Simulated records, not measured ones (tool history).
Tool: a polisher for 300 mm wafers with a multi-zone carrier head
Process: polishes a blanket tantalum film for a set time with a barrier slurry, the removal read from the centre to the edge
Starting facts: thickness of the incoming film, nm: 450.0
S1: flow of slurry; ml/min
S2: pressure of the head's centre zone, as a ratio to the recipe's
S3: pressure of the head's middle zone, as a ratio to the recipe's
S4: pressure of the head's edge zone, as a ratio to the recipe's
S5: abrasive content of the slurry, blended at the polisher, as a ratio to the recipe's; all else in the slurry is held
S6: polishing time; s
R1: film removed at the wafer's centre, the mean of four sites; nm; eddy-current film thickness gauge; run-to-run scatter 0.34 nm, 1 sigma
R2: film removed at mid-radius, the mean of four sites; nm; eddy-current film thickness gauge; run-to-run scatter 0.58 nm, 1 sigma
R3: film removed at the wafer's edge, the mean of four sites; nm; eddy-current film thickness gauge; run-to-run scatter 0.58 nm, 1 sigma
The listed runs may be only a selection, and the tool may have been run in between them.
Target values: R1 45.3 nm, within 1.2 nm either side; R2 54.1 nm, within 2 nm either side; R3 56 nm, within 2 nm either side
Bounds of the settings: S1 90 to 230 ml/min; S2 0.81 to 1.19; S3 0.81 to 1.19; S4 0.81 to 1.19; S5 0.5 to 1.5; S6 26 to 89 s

| run | day | S1 | S2 | S3 | S4 | S5 | S6 | R1 | R2 | R3 |
|---|---|---|---|---|---|---|---|---|---|---|
| 1 | 0 | 150 | 1 | 1 | 1 | 1 | 57 | 39.324 | 38.459 | 38.902 |
| 2 | 0.121 | 150 | 1 | 1 | 1.04 | 1 | 57 | 39.345 | 38.211 | 39.665 |
| 3 | 0.475 | 155 | 0.96 | 1.02 | 1.08 | 1.15 | 59 | 41.264 | 42.175 | 44.062 |
| 4 | 0.658 | 155 | 0.96 | 1.02 | 1.03 | 1.15 | 59 | 41.379 | 42.073 | 43.986 |
| 5 | 0.938 | 155 | 0.96 | 1.02 | 1.03 | 1.15 | 48 | 33.207 | 34.146 | 35.346 |
| 6 | 0.988 | 160 | 0.94 | 1.05 | 1.06 | 1.25 | 52 | 37.401 | 39.148 | 39.551 |
| 7 | 1.175 | 160 | 0.91 | 1.06 | 1.08 | 1.3 | 55 | 37.892 | 42.653 | 43.194 |
| 8 | 1.388 | 165 | 0.9 | 1.06 | 1.1 | 1.35 | 57 | 40.018 | 44.142 | 46.278 |
| 9 | 1.688 | 170 | 0.89 | 1.08 | 1.12 | 1.4 | 58 | 40.607 | 46.266 | 46.675 |
| 10 | 1.85 | 155 | 0.82 | 1.05 | 1.16 | 1.5 | 70 | 45.366 | 55.152 | 58.286 |
| 11 | 2.029 | 155 | 0.82 | 1.05 | 1.15 | 1.5 | 70 | 45.494 | 56.066 | 58.698 |
| 12 | 2.142 | 155 | 0.83 | 1.05 | 1.14 | 1.45 | 70 | 45.291 | 54.874 | 58.521 |

Exercise: of the 5 proposed moves below, exactly one satisfies all targets within the stated allowed misses. Which move is it?
| A | 2.254 | 195 | 0.82 | 1.03 | 1.19 | 1.5 | 69 | ? | ? | ? |
| B | 2.254 | 140 | 0.82 | 1.03 | 1.02 | 1.5 | 71 | ? | ? | ? |
| C | 2.254 | 125 | 0.81 | 1.02 | 1.18 | 1.3 | 76 | ? | ? | ? |
| D | 2.254 | 135 | 0.81 | 1.05 | 1.13 | 1.45 | 75 | ? | ? | ? |
| E | 2.254 | 205 | 0.89 | 1.14 | 1.1 | 1.5 | 61 | ? | ? | ? |

| move | R1 | R2 | R3 |
|---|---|---|---|
| A | 46.67 | 54.417 | 60.516 |
| B | 45.362 | 53.251 | 55.951 |
| C | 45.182 | 53.401 | 60.836 |
| D | 46.618 | 56.354 | 61.106 |
| E | 45.183 | 52.8 | 51.749 |
A: the biggest miss grows against the last run
B: every result within its allowed miss
C: the biggest miss grows against the last run
D: the biggest miss grows against the last run
E: takes the biggest miss from the last run beyond its target
The move that meets every target is B.
